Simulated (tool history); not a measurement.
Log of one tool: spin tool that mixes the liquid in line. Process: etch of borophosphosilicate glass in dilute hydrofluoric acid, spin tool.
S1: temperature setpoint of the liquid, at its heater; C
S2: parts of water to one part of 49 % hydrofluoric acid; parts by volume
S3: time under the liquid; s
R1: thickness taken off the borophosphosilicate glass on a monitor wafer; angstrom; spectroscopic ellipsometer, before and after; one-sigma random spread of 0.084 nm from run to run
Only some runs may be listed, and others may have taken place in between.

run,hour,S1,S2,S3,R1
1,0,26,170,15,73.638
2,4.3,28.5,165,15,82.901
3,11,28.5,200,15,65.897
4,18.4,30,185,15,76.924
5,27.1,31.5,175,15,86.586
6,32.2,31.5,175,15,86.247

What will run 7 give?
7,33.9,32.5,165,15,?

R1: 96.829 angstrom
